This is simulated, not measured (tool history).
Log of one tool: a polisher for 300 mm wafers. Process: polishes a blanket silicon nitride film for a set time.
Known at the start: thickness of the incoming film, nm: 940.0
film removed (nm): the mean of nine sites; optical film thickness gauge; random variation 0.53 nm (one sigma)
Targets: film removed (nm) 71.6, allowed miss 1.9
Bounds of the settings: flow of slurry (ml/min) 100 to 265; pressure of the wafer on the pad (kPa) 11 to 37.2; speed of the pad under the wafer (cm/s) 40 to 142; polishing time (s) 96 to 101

run,hour,flow of slurry (ml/min),pressure of the wafer on the pad (kPa),speed of the pad under the wafer (cm/s),polishing time (s),film removed (nm)
1,0,170,24.1,90,96,132.94
2,1.6,170,24.1,78,96,122.74
3,7.7,190,24.1,78,96,122.14
4,15.2,190,24.1,96,96,140.53
5,22.9,190,21.4,92,96,123.84
6,24.2,190,19.3,88,96,107.82
7,33,150,12.4,86,96,65.861
8,41,185,12.4,86,96,68.801
9,43.8,190,12.4,86,96,68.482

Which of these 5 next moves meets every target?
A,46.6,210,14.5,70,96,?
B,46.6,225,14.5,72,100,?
C,46.6,200,11.7,104,97,?
D,46.6,205,13.1,82,101,?
E,46.6,160,17.9,60,96,?

move,film removed (nm)
A,70.753
B,75.732
C,75.721
D,74.828
E,75.388
A: meets every target
B: takes the result that was furthest off past its target
C: takes the result that was furthest off past its target
D: takes the result that was furthest off past its target
E: takes the result that was furthest off past its target
The right move is A.
